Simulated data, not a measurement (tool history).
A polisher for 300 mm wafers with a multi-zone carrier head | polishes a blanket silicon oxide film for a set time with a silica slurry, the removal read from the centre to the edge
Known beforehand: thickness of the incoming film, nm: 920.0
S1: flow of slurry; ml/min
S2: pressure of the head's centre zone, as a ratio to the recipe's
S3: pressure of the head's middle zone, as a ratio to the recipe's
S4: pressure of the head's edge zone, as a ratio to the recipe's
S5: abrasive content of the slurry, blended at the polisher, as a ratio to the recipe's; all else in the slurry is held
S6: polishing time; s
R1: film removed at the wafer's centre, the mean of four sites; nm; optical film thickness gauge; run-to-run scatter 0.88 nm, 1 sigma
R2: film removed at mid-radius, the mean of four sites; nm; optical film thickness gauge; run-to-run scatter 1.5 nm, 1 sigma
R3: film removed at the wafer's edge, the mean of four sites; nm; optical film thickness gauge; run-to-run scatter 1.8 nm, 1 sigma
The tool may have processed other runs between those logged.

{"run": 1, "hour": 0.0, "S1": 295, "S2": 1.0, "S3": 1.0, "S4": 1.0, "S5": 1.0, "S6": 60, "R1": 218.24, "R2": 217.06, "R3": 211.07}
{"run": 2, "hour": 2.2, "S1": 295, "S2": 0.98, "S3": 0.98, "S4": 0.98, "S5": 0.9, "S6": 57, "R1": 188.52, "R2": 191.65, "R3": 190.48}
{"run": 3, "hour": 4.4, "S1": 295, "S2": 0.98, "S3": 0.98, "S4": 0.98, "S5": 0.9, "S6": 66, "R1": 220.54, "R2": 221.31, "R3": 218.43}
{"run": 4, "hour": 10.6, "S1": 295, "S2": 0.98, "S3": 0.97, "S4": 0.96, "S5": 0.8, "S6": 62, "R1": 187.58, "R2": 188.34, "R3": 188.49}
{"run": 5, "hour": 18.5, "S1": 295, "S2": 0.98, "S3": 0.97, "S4": 0.96, "S5": 0.7, "S6": 62, "R1": 168.61, "R2": 170.4, "R3": 168.44}
{"run": 6, "hour": 20.4, "S1": 295, "S2": 0.98, "S3": 0.97, "S4": 0.96, "S5": 0.55, "S6": 62, "R1": 131.71, "R2": 129.62, "R3": 129.56}
{"run": 7, "hour": 29.3, "S1": 290, "S2": 0.98, "S3": 0.97, "S4": 0.97, "S5": 0.55, "S6": 62, "R1": 130.95, "R2": 131.31, "R3": 131.41}
{"run": 8, "hour": 31.1, "S1": 290, "S2": 0.98, "S3": 0.97, "S4": 0.97, "S5": 0.55, "S6": 62, "R1": 130.62, "R2": 129.75, "R3": 127.65}

Predict the results of run 9:
{"run": 9, "hour": 37.3, "S1": 280, "S2": 0.98, "S3": 0.97, "S4": 0.97, "S5": 0.55, "S6": 62, "R1": "?", "R2": "?", "R3": "?"}

Run 9 produced R1 130.74 nm, R2 131.69 nm, R3 132.17 nm.

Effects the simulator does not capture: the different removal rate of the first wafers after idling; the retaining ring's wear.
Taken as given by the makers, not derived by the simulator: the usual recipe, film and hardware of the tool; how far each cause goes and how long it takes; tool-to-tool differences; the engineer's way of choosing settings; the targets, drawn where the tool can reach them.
